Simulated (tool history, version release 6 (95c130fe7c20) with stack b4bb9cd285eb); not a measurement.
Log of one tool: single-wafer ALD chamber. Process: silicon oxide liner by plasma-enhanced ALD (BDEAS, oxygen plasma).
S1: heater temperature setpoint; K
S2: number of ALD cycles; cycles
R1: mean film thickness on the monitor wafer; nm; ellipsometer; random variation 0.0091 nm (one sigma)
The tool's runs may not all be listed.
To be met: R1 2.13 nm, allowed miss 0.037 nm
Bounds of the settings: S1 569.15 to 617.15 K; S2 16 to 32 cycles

{"run": 1, "hour": 0.0, "S1": 593.15, "S2": 24, "R1": 2.5113}
{"run": 2, "hour": 6.4, "S1": 586.15, "S2": 24, "R1": 2.5377}
{"run": 3, "hour": 8.2, "S1": 587.15, "S2": 23, "R1": 2.4359}
{"run": 4, "hour": 15.0, "S1": 587.15, "S2": 26, "R1": 2.7494}
{"run": 5, "hour": 20.9, "S1": 588.15, "S2": 24, "R1": 2.5212}
{"run": 6, "hour": 28.2, "S1": 589.15, "S2": 23, "R1": 2.424}
{"run": 7, "hour": 32.9, "S1": 590.15, "S2": 22, "R1": 2.3061}
{"run": 8, "hour": 38.9, "S1": 591.15, "S2": 22, "R1": 2.3244}
{"run": 9, "hour": 40.5, "S1": 591.15, "S2": 21, "R1": 2.2041}
{"run": 10, "hour": 42.0, "S1": 592.15, "S2": 21, "R1": 2.1846}
{"run": 11, "hour": 48.6, "S1": 592.15, "S2": 21, "R1": 2.1914}
{"run": 12, "hour": 49.2, "S1": 593.15, "S2": 21, "R1": 2.1872}
{"run": 13, "hour": 53.8, "S1": 594.15, "S2": 21, "R1": 2.2039}
{"run": 14, "hour": 57.5, "S1": 594.15, "S2": 20, "R1": 2.0944}
{"run": 15, "hour": 59.2, "S1": 593.15, "S2": 20, "R1": 2.0753}
{"run": 16, "hour": 62.3, "S1": 592.15, "S2": 21, "R1": 2.2042}
{"run": 17, "hour": 69.4, "S1": 593.15, "S2": 21, "R1": 2.1906}
{"run": 18, "hour": 77.9, "S1": 594.15, "S2": 21, "R1": 2.17}
{"run": 19, "hour": 80.3, "S1": 595.15, "S2": 21, "R1": 2.1808}

5 next moves are on the table. One of them brings every result within its allowed miss. Which?
{"run": "A", "hour": 82.7, "S1": 600.15, "S2": 22, "R1": "?"}
{"run": "B", "hour": 82.7, "S1": 597.15, "S2": 22, "R1": "?"}
{"run": "C", "hour": 82.7, "S1": 582.15, "S2": 20, "R1": "?"}
{"run": "D", "hour": 82.7, "S1": 598.15, "S2": 20, "R1": "?"}
{"run": "E", "hour": 82.7, "S1": 588.15, "S2": 21, "R1": "?"}

move=A R1=2.2722
move=B R1=2.2835
move=C R1=2.1273
move=D R1=2.0724
move=E R1=2.212
A: further off than the last run
B: further off than the last run
C: meets every target
D: takes the result that was furthest off past its target
E: further off than the last run
Move C is the one to make.

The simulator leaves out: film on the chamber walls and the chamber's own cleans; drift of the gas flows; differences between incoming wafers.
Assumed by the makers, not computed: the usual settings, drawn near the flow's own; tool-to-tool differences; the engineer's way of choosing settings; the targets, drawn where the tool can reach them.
